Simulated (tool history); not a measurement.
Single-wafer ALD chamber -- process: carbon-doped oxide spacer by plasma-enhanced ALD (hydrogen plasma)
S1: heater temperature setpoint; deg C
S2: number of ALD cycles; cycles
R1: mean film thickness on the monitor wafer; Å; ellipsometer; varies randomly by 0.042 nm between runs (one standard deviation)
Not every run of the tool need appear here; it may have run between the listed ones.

| run | hour | S1 | S2 | R1 |
|---|---|---|---|---|
| 1 | 0 | 410 | 330 | 158.16 |
| 2 | 1.2 | 417 | 330 | 154.76 |
| 3 | 7.3 | 421 | 313 | 145.15 |
| 4 | 10.8 | 424 | 302 | 138.39 |
| 5 | 15.1 | 424 | 258 | 118.87 |
| 6 | 22.8 | 424 | 224 | 102.7 |
| 7 | 30.9 | 419 | 238 | 111.44 |
| 8 | 37.9 | 412 | 242 | 114.75 |
| 9 | 46.6 | 407 | 246 | 118.44 |

Predict the results of run 10:
| 10 | 53 | 403 | 248 | ? |

R1: 120.85 Å

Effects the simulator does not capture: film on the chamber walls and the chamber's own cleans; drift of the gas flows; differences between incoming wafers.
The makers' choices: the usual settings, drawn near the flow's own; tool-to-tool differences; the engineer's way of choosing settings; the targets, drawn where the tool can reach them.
